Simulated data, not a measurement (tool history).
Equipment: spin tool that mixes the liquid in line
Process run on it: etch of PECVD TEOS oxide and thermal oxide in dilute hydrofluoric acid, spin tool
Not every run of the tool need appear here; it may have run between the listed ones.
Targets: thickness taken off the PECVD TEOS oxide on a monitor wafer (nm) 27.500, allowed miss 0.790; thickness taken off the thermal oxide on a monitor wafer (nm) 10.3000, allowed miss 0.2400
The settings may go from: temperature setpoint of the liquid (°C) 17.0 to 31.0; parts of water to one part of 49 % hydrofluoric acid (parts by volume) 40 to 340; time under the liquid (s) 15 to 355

run  hour  temperature setpoint of the liquid (°C)  parts of water to one part of 49 % hydrofluoric acid (parts by volume)  time under the liquid (s)  thickness taken off the PECVD TEOS oxide on a monitor wafer (nm)  thickness taken off the thermal oxide on a monitor wafer (nm)
  1   0.0                                     23.0                                                                     190                        180                                                            10.716                                                         4.0261
  2   5.2                                     23.0                                                                     190                        235                                                            13.944                                                         5.3061
  3   6.2                                     25.0                                                                     190                        235                                                            15.155                                                         5.6877
  4   8.8                                     25.5                                                                     180                        235                                                            16.313                                                         6.1496
  5  12.2                                     26.0                                                                     175                        235                                                            17.330                                                         6.4147
  6  19.4                                     26.0                                                                     175                        310                                                            22.661                                                         8.5101
  7  23.1                                     26.5                                                                     175                        310                                                            23.261                                                         8.8053
  8  26.5                                     27.0                                                                     175                        310                                                            23.928                                                         8.8760
  9  28.5                                     28.0                                                                     165                        310                                                            26.319                                                         9.8892

Of the 5 settings listed for the next run, only one would bring every result within its allowed miss of target. Which one?
  A  30.5                                     26.5                                                                     180                        355                                                                 ?                                                              ?
  B  30.5                                     27.0                                                                     155                        310                                                                 ?                                                              ?
  C  30.5                                     31.0                                                                     200                        355                                                                 ?                                                              ?
  D  30.5                                     29.0                                                                     195                        355                                                                 ?                                                              ?
  E  30.5                                     22.5                                                                     135                        300                                                                 ?                                                              ?

move  thickness taken off the PECVD TEOS oxide on a monitor wafer (nm)  thickness taken off the thermal oxide on a monitor wafer (nm)
   A                                                            25.896                                                         9.6081
   B                                                            27.555                                                        10.2240
   C                                                            26.668                                                         9.8945
   D                                                            25.679                                                         9.5277
   E                                                            26.407                                                         9.7977
A: moves away from the targets compared with the last run
B: in spec on every target
C: no nearer and no further than the last run
D: moves away from the targets compared with the last run
E: moves away from the targets compared with the last run
Go with B: it meets all targets.
